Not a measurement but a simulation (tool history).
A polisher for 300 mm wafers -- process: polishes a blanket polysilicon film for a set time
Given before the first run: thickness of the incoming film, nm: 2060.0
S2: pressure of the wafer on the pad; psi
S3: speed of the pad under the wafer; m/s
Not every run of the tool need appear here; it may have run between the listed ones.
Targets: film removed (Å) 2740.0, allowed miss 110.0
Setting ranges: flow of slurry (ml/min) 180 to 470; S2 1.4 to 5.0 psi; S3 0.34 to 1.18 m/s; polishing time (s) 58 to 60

run 1 hour=0.0 | flow_of_slurry_(ml/min)=300 S2=3.2 S3=0.76 polishing_time_(s)=58 | film_removed_(Å)=4047.7
run 2 hour=3.3 | flow_of_slurry_(ml/min)=260 S2=3.2 S3=0.76 polishing_time_(s)=58 | film_removed_(Å)=4044.3
run 3 hour=6.4 | flow_of_slurry_(ml/min)=260 S2=3.2 S3=0.64 polishing_time_(s)=58 | film_removed_(Å)=3386.4
run 4 hour=12.4 | flow_of_slurry_(ml/min)=195 S2=3.2 S3=0.64 polishing_time_(s)=58 | film_removed_(Å)=3396.6
run 5 hour=19.0 | flow_of_slurry_(ml/min)=180 S2=3.2 S3=0.64 polishing_time_(s)=58 | film_removed_(Å)=3412.1
run 6 hour=20.8 | flow_of_slurry_(ml/min)=180 S2=3.0 S3=0.64 polishing_time_(s)=58 | film_removed_(Å)=3194.4
run 7 hour=28.0 | flow_of_slurry_(ml/min)=180 S2=2.9 S3=0.64 polishing_time_(s)=58 | film_removed_(Å)=3035.5
run 8 hour=31.0 | flow_of_slurry_(ml/min)=180 S2=2.8 S3=0.64 polishing_time_(s)=58 | film_removed_(Å)=2972.1
run 9 hour=35.1 | flow_of_slurry_(ml/min)=180 S2=2.7 S3=0.64 polishing_time_(s)=58 | film_removed_(Å)=2905.5

Which single option among these 4 for the next run brings every result within its allowed miss of target? Just one does.
run A hour=39.2 | flow_of_slurry_(ml/min)=215 S2=3.0 S3=0.58 polishing_time_(s)=60 | film_removed_(Å)=?
run B hour=39.2 | flow_of_slurry_(ml/min)=275 S2=3.5 S3=0.52 polishing_time_(s)=60 | film_removed_(Å)=?
run C hour=39.2 | flow_of_slurry_(ml/min)=230 S2=2.2 S3=0.82 polishing_time_(s)=58 | film_removed_(Å)=?
run D hour=39.2 | flow_of_slurry_(ml/min)=180 S2=3.6 S3=0.46 polishing_time_(s)=58 | film_removed_(Å)=?

move=A film_removed_(Å)=3093.3
move=B film_removed_(Å)=3279.9
move=C film_removed_(Å)=3112.2
move=D film_removed_(Å)=2831.0
A: further off than the last run
B: further off than the last run
C: further off than the last run
D: every result within its allowed miss
Answer: D
